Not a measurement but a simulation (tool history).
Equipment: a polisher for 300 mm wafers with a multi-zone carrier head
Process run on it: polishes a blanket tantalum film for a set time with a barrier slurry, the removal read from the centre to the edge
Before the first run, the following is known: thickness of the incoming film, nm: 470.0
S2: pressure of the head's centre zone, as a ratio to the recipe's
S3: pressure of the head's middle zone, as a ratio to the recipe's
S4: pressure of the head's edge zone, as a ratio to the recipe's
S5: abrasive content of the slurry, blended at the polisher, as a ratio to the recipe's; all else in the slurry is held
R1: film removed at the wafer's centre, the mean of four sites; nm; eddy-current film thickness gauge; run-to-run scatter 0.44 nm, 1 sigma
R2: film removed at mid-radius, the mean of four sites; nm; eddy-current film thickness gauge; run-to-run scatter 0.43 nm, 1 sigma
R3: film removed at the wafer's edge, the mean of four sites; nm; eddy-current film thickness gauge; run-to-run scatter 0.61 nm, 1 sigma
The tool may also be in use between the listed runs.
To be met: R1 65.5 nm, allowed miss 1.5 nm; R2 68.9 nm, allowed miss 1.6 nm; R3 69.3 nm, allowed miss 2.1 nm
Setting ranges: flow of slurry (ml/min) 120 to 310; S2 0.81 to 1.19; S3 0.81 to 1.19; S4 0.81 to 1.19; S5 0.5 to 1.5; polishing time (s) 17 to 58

{"run": 1, "hour": 0.0, "flow of slurry (ml/min)": 200, "S2": 1, "S3": 1, "S4": 1, "S5": 1, "polishing time (s)": 37, "R1": 88.483, "R2": 91.032, "R3": 86.999}
{"run": 2, "hour": 1.3, "flow of slurry (ml/min)": 190, "S2": 0.96, "S3": 0.96, "S4": 0.95, "S5": 0.85, "polishing time (s)": 37, "R1": 78.011, "R2": 82.055, "R3": 78.094}
{"run": 3, "hour": 6.9, "flow of slurry (ml/min)": 190, "S2": 0.96, "S3": 0.91, "S4": 0.95, "S5": 0.85, "polishing time (s)": 37, "R1": 78.28, "R2": 78.446, "R3": 77.719}
{"run": 4, "hour": 13.7, "flow of slurry (ml/min)": 190, "S2": 0.96, "S3": 0.91, "S4": 1.03, "S5": 0.85, "polishing time (s)": 37, "R1": 78.041, "R2": 77.938, "R3": 81.088}
{"run": 5, "hour": 22.3, "flow of slurry (ml/min)": 175, "S2": 0.93, "S3": 0.89, "S4": 0.98, "S5": 0.85, "polishing time (s)": 37, "R1": 74.608, "R2": 75.608, "R3": 78.366}
{"run": 6, "hour": 26.3, "flow of slurry (ml/min)": 175, "S2": 1.01, "S3": 0.89, "S4": 0.98, "S5": 0.85, "polishing time (s)": 37, "R1": 80.992, "R2": 74.855, "R3": 79.079}
{"run": 7, "hour": 32.5, "flow of slurry (ml/min)": 165, "S2": 0.97, "S3": 0.88, "S4": 0.94, "S5": 0.85, "polishing time (s)": 37, "R1": 77.604, "R2": 74.629, "R3": 76.509}
{"run": 8, "hour": 36.7, "flow of slurry (ml/min)": 155, "S2": 0.93, "S3": 0.86, "S4": 0.92, "S5": 0.85, "polishing time (s)": 37, "R1": 73.663, "R2": 72.151, "R3": 75.299}
{"run": 9, "hour": 43.5, "flow of slurry (ml/min)": 150, "S2": 0.9, "S3": 0.85, "S4": 0.89, "S5": 0.85, "polishing time (s)": 37, "R1": 70.573, "R2": 70.194, "R3": 74.075}
{"run": 10, "hour": 48.1, "flow of slurry (ml/min)": 135, "S2": 0.86, "S3": 0.89, "S4": 0.81, "S5": 0.75, "polishing time (s)": 37, "R1": 62.229, "R2": 68.755, "R3": 66.031}
{"run": 11, "hour": 54.9, "flow of slurry (ml/min)": 145, "S2": 0.86, "S3": 0.88, "S4": 0.82, "S5": 0.75, "polishing time (s)": 37, "R1": 62.49, "R2": 68.184, "R3": 66.248}
{"run": 12, "hour": 62.2, "flow of slurry (ml/min)": 150, "S2": 0.87, "S3": 0.88, "S4": 0.84, "S5": 0.75, "polishing time (s)": 37, "R1": 63.539, "R2": 68.662, "R3": 67.903}

Next run, 4 choices. One meets every target within its allowed miss, the rest don't. Which?
{"run": "A", "hour": 69.5, "flow of slurry (ml/min)": 135, "S2": 0.87, "S3": 0.86, "S4": 0.83, "S5": 0.55, "polishing time (s)": 49, "R1": "?", "R2": "?", "R3": "?"}
{"run": "B", "hour": 69.5, "flow of slurry (ml/min)": 125, "S2": 0.84, "S3": 0.86, "S4": 0.81, "S5": 0.8, "polishing time (s)": 37, "R1": "?", "R2": "?", "R3": "?"}
{"run": "C", "hour": 69.5, "flow of slurry (ml/min)": 140, "S2": 0.89, "S3": 0.97, "S4": 0.86, "S5": 0.7, "polishing time (s)": 37, "R1": "?", "R2": "?", "R3": "?"}
{"run": "D", "hour": 69.5, "flow of slurry (ml/min)": 145, "S2": 0.85, "S3": 0.9, "S4": 0.81, "S5": 0.8, "polishing time (s)": 35, "R1": "?", "R2": "?", "R3": "?"}

move=A R1=65.608 R2=68.818 R3=68.939
move=B R1=62.002 R2=67.45 R3=67.115
move=C R1=62.086 R2=70.273 R3=64.5
move=D R1=61.158 R2=68.015 R3=64.653
A: all results in spec
B: lands further from the targets than the last run did
C: lands further from the targets than the last run did
D: lands further from the targets than the last run did
Answer: A

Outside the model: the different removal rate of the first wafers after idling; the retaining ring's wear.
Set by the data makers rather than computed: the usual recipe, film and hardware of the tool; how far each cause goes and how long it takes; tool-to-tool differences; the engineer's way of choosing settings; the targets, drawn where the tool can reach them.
